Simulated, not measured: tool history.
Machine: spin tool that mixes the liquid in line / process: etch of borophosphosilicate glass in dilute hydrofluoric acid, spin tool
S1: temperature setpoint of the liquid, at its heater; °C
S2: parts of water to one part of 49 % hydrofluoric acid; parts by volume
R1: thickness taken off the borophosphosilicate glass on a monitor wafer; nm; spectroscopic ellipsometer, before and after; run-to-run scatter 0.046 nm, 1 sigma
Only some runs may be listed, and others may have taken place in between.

Run 1, hour 0: S1 23 °C, S2 215 parts by volume, time under the liquid (s) 55. Result: R1 5.1216 nm.
Run 2, hour 0.6: S1 20.5 °C, S2 215 parts by volume, time under the liquid (s) 55. Result: R1 4.6538 nm.
Run 3, hour 8.8: S1 23.5 °C, S2 200 parts by volume, time under the liquid (s) 55. Result: R1 5.6925 nm.
Run 4, hour 12.6: S1 23.5 °C, S2 130 parts by volume, time under the liquid (s) 55. Result: R1 9.3446 nm.
Run 5, hour 13.7: S1 23 °C, S2 130 parts by volume, time under the liquid (s) 55. Result: R1 9.1965 nm.
Run 6, hour 21.5: S1 20 °C, S2 130 parts by volume, time under the liquid (s) 55. Result: R1 8.1703 nm.
Run 7, hour 28.6: S1 20 °C, S2 130 parts by volume, time under the liquid (s) 55. Result: R1 8.1353 nm.

What will run 8 give?
Run 8, hour 36.5: S1 20.5 °C, S2 130 parts by volume, time under the liquid (s) 55. Result: R1 ?.

{"run 8": {"R1": 8.3516}}
